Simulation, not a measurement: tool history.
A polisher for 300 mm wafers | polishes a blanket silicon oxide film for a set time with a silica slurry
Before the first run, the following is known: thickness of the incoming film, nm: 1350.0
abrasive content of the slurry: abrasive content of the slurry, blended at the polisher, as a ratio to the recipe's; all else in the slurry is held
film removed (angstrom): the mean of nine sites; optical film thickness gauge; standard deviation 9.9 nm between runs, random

run  hour  flow of slurry (ml/min)  pressure of the wafer on the pad (kPa)  speed of the pad under the wafer (m/s)  abrasive content of the slurry  polishing time (s)  film removed (angstrom)
  1   0.0                      290                                    32.4                                    1.56                             1.0                 125                   6720.4
  2   5.3                      290                                    35.9                                    1.56                             1.0                 125                   7433.9
  3   7.9                      330                                    35.9                                    1.56                             1.0                 125                   7518.4
  4  14.1                      330                                    28.3                                    1.56                             1.0                 125                   6247.0
  5  19.3                      335                                    33.1                                    1.58                             1.0                 125                   7143.5
  6  26.5                      340                                    36.5                                    1.58                             1.0                 125                   7620.1
  7  32.9                      340                                    39.3                                    1.60                             1.0                 125                   8353.1
  8  33.8                      340                                    42.1                                    1.60                             1.0                 125                   8758.5
  9  34.5                      340                                    44.1                                    1.62                             1.0                 125                   9318.5
 10  40.0                      340                                    45.5                                    1.64                             1.0                 125                   9516.4
 11  43.2                      340                                    46.9                                    1.66                             1.0                 125                  10027.0

The next listed run, before its measurement:
 12  47.7                      340                                    47.6                                    1.66                             1.0                 125                        ?

film removed (angstrom): 9952.7
